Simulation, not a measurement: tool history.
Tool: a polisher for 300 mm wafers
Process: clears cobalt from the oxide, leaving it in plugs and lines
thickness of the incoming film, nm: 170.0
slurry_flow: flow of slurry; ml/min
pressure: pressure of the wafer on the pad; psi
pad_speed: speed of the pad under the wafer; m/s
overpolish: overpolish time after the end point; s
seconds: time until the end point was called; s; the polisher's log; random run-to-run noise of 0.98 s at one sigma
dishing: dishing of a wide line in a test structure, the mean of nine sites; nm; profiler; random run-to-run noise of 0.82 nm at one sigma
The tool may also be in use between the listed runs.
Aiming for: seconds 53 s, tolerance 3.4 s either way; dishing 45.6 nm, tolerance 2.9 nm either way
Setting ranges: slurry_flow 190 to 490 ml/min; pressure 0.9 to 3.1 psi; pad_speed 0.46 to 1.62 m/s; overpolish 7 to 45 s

run 1 day=0 | slurry_flow=315 pressure=2 pad_speed=1.04 overpolish=23 | seconds=37.548 dishing=47.955
run 2 day=0.142 | slurry_flow=315 pressure=1.8 pad_speed=1.02 overpolish=24 | seconds=42.14 dishing=48.24
run 3 day=0.417 | slurry_flow=315 pressure=1.8 pad_speed=1.02 overpolish=17 | seconds=43.4 dishing=37.975
run 4 day=0.696 | slurry_flow=315 pressure=1.7 pad_speed=1.02 overpolish=19 | seconds=43.816 dishing=41.461
run 5 day=1.021 | slurry_flow=380 pressure=1.7 pad_speed=1.02 overpolish=19 | seconds=43.976 dishing=41.412
run 6 day=1.388 | slurry_flow=380 pressure=1.6 pad_speed=1.02 overpolish=20 | seconds=47.033 dishing=40.29
run 7 day=1.596 | slurry_flow=380 pressure=1.5 pad_speed=1.02 overpolish=22 | seconds=50.404 dishing=41.263
run 8 day=1.95 | slurry_flow=380 pressure=1.5 pad_speed=1.02 overpolish=23 | seconds=48.552 dishing=41.342

5 next moves are on the table. One of them brings every result within its allowed miss. Which?
run A day=2.304 | slurry_flow=490 pressure=1.1 pad_speed=1.22 overpolish=18 | seconds=? dishing=?
run B day=2.304 | slurry_flow=315 pressure=2.1 pad_speed=0.82 overpolish=18 | seconds=? dishing=?
run C day=2.304 | slurry_flow=470 pressure=1.3 pad_speed=1.1 overpolish=29 | seconds=? dishing=?
run D day=2.304 | slurry_flow=430 pressure=1.4 pad_speed=0.9 overpolish=26 | seconds=? dishing=?
run E day=2.304 | slurry_flow=395 pressure=2 pad_speed=0.94 overpolish=33 | seconds=? dishing=?

move=A seconds=55.811 dishing=34.319
move=B seconds=45.323 dishing=38.956
move=C seconds=52.78 dishing=46.284
move=D seconds=60.022 dishing=41.043
move=E seconds=41.016 dishing=53.498
A: lands further from the targets than the last run did
B: lands further from the targets than the last run did
C: meets every target
D: lands further from the targets than the last run did
E: carries the result that was furthest off beyond its target, to the other side
So the answer is move C, the one that meets all the targets.
